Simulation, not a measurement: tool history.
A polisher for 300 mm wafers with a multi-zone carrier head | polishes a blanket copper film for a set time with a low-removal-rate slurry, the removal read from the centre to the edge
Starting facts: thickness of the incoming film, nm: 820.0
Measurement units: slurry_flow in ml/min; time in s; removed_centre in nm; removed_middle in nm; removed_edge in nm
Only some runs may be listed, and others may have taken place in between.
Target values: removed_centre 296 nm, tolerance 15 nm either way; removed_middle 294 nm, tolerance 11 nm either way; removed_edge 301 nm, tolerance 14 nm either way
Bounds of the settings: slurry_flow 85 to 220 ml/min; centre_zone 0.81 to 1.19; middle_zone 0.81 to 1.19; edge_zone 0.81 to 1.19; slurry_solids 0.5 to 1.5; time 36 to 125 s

run,hour,slurry_flow,centre_zone,middle_zone,edge_zone,slurry_solids,time,removed_centre,removed_middle,removed_edge
1,0,140,1,1,1,1,80,202.86,201.5,200.07
2,4.4,140,1,1.07,1,1,80,203.76,214.41,201.61
3,11.1,140,1,1.07,1,1,64,163.45,172.32,161.73
4,14.8,145,1.01,1.07,1.04,1.1,71,190.74,197.84,180.79
5,18.6,140,0.99,1.04,1.03,1.15,80,210.88,216.57,211.44
6,20.4,140,0.99,1.04,1.03,1.15,67,177.38,183.7,175.33
7,23.9,135,0.99,1.03,1.03,1.2,75,194.81,201.57,198.81
8,29.7,160,1.08,1.07,1.12,1.45,97,297.61,291.68,279.68

Which one of the following 4 next-run settings gets every result inside its allowed miss? There is exactly one.
A,35.5,130,1.04,0.92,1.14,1.35,105,?,?,?
B,35.5,135,1.11,0.99,1.06,1.3,110,?,?,?
C,35.5,145,1.04,1.04,1.17,1.3,105,?,?,?
D,35.5,160,1.08,1.19,0.98,1.15,101,?,?,?

move,removed_centre,removed_middle,removed_edge
A,289.95,258.29,302.74
B,324.07,287.89,305.83
C,296.08,291.19,308.93
D,294.42,312.42,270.33
A: gets the furthest-off result to its target, but another result is out of tolerance
B: gets the furthest-off result to its target, but another result is out of tolerance
C: hits every target within its allowed miss
D: its largest miss is bigger than the last run's
Answer: C

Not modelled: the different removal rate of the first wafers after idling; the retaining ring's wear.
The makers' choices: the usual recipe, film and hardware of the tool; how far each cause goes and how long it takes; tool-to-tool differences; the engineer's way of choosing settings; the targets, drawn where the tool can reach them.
